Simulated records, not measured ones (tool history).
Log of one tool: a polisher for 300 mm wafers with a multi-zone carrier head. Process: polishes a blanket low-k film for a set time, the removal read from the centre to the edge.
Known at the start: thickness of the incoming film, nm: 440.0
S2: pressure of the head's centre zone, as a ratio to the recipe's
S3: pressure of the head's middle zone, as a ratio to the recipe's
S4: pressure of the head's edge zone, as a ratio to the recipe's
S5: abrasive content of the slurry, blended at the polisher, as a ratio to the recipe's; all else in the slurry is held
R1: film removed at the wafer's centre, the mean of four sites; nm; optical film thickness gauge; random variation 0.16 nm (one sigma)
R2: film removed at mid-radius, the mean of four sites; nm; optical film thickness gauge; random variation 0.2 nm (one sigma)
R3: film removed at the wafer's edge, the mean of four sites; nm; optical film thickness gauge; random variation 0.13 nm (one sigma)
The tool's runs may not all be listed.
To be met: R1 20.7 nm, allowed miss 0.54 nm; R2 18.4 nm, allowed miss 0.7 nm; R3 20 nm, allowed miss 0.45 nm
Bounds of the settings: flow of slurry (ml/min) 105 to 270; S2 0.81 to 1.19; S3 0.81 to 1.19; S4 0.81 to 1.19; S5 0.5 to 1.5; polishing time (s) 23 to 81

run 1 hour=0 | flow_of_slurry_(ml/min)=175 S2=1 S3=1 S4=1 S5=1 polishing_time_(s)=52 | R1=17.35 R2=17.531 R3=18.63
run 2 hour=5.8 | flow_of_slurry_(ml/min)=185 S2=1.01 S3=1 S4=1 S5=1 polishing_time_(s)=52 | R1=17.615 R2=17.542 R3=18.893
run 3 hour=12.6 | flow_of_slurry_(ml/min)=190 S2=1.02 S3=1 S4=1 S5=1 polishing_time_(s)=52 | R1=17.973 R2=17.513 R3=18.643
run 4 hour=13.2 | flow_of_slurry_(ml/min)=195 S2=1.03 S3=1 S4=1.01 S5=1 polishing_time_(s)=52 | R1=17.925 R2=17.56 R3=19.045
run 5 hour=16.8 | flow_of_slurry_(ml/min)=195 S2=1.03 S3=1 S4=1.01 S5=0.85 polishing_time_(s)=52 | R1=16.733 R2=16.541 R3=17.82
run 6 hour=21.1 | flow_of_slurry_(ml/min)=195 S2=0.97 S3=1 S4=1.01 S5=0.85 polishing_time_(s)=52 | R1=16.148 R2=16.688 R3=17.529
run 7 hour=28.3 | flow_of_slurry_(ml/min)=200 S2=1 S3=1.01 S4=1.01 S5=0.85 polishing_time_(s)=52 | R1=16.55 R2=16.743 R3=17.698
run 8 hour=35.7 | flow_of_slurry_(ml/min)=250 S2=1.1 S3=1.08 S4=1.09 S5=0.95 polishing_time_(s)=52 | R1=19.058 R2=18.997 R3=19.663
run 9 hour=42.3 | flow_of_slurry_(ml/min)=250 S2=1.11 S3=1.07 S4=1.09 S5=0.95 polishing_time_(s)=52 | R1=19.206 R2=18.768 R3=19.707
run 10 hour=48.4 | flow_of_slurry_(ml/min)=250 S2=1.12 S3=1.07 S4=1.09 S5=0.95 polishing_time_(s)=52 | R1=19.217 R2=18.848 R3=19.708
run 11 hour=56.8 | flow_of_slurry_(ml/min)=250 S2=1.13 S3=1.06 S4=1.09 S5=0.95 polishing_time_(s)=52 | R1=19.419 R2=18.715 R3=19.62
run 12 hour=62.9 | flow_of_slurry_(ml/min)=250 S2=1.14 S3=1.05 S4=1.09 S5=0.95 polishing_time_(s)=52 | R1=19.15 R2=18.673 R3=19.728
run 13 hour=64.2 | flow_of_slurry_(ml/min)=250 S2=1.15 S3=1.03 S4=1.07 S5=0.95 polishing_time_(s)=52 | R1=19.4 R2=18.551 R3=19.42
run 14 hour=68.6 | flow_of_slurry_(ml/min)=250 S2=1.16 S3=1.02 S4=1.06 S5=0.95 polishing_time_(s)=52 | R1=19.731 R2=18.133 R3=19.34
-- hour=72.6 edge zone pressure recalibrated
run 15 hour=72.6 | flow_of_slurry_(ml/min)=265 S2=1.19 S3=1.01 S4=1.1 S5=0.95 polishing_time_(s)=52 | R1=20.104 R2=17.988 R3=19.514

Which of these 4 next moves meets every target?
run A hour=76.6 | flow_of_slurry_(ml/min)=265 S2=1.19 S3=1.03 S4=1.1 S5=0.9 polishing_time_(s)=51 | R1=? R2=? R3=?
run B hour=76.6 | flow_of_slurry_(ml/min)=245 S2=1.1 S3=1.03 S4=1.14 S5=1.15 polishing_time_(s)=50 | R1=? R2=? R3=?
run C hour=76.6 | flow_of_slurry_(ml/min)=270 S2=1.18 S3=0.98 S4=1.11 S5=1 polishing_time_(s)=52 | R1=? R2=? R3=?
run D hour=76.6 | flow_of_slurry_(ml/min)=225 S2=1.02 S3=1.04 S4=1.12 S5=0.95 polishing_time_(s)=54 | R1=? R2=? R3=?

move=A R1=19.282 R2=17.754 R3=18.41
move=B R1=19.617 R2=19.04 R3=20.147
move=C R1=20.462 R2=18.337 R3=19.738
move=D R1=18.488 R2=18.976 R3=19.816
A: further off than the last run
B: further off than the last run
C: meets every target
D: further off than the last run
The right move is C.
